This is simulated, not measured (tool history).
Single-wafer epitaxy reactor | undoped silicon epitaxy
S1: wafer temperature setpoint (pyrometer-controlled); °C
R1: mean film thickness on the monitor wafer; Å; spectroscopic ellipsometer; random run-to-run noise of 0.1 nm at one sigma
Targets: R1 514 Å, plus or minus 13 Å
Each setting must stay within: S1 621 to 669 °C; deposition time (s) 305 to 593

{"run": 1, "hour": 0.0, "S1": 645, "deposition time (s)": 449, "R1": 680.38}
{"run": 2, "hour": 7.7, "S1": 645, "deposition time (s)": 479, "R1": 725.97}
{"run": 3, "hour": 9.9, "S1": 653, "deposition time (s)": 479, "R1": 882.11}
{"run": 4, "hour": 17.3, "S1": 648, "deposition time (s)": 478, "R1": 781.23}
{"run": 5, "hour": 24.0, "S1": 648, "deposition time (s)": 415, "R1": 676.71}
{"run": 6, "hour": 30.1, "S1": 645, "deposition time (s)": 414, "R1": 628.51}
{"run": 7, "hour": 32.5, "S1": 643, "deposition time (s)": 413, "R1": 597.27}
{"run": 8, "hour": 36.1, "S1": 641, "deposition time (s)": 413, "R1": 566.62}
{"run": 9, "hour": 40.8, "S1": 640, "deposition time (s)": 413, "R1": 552.21}
{"run": 10, "hour": 43.0, "S1": 639, "deposition time (s)": 413, "R1": 537.87}

Below are 4 possible settings for the next run. Only one of them brings all results inside the allowed miss of their targets. Which is it?
{"run": "A", "hour": 45.2, "S1": 642, "deposition time (s)": 397, "R1": "?"}
{"run": "B", "hour": 45.2, "S1": 639, "deposition time (s)": 426, "R1": "?"}
{"run": "C", "hour": 45.2, "S1": 642, "deposition time (s)": 425, "R1": "?"}
{"run": "D", "hour": 45.2, "S1": 635, "deposition time (s)": 437, "R1": "?"}

move=A R1=558.75
move=B R1=555.59
move=C R1=598.16
move=D R1=514.43
A: the biggest miss grows against the last run
B: the biggest miss grows against the last run
C: the biggest miss grows against the last run
D: meets every target
So the answer is move D, the one that meets all the targets.
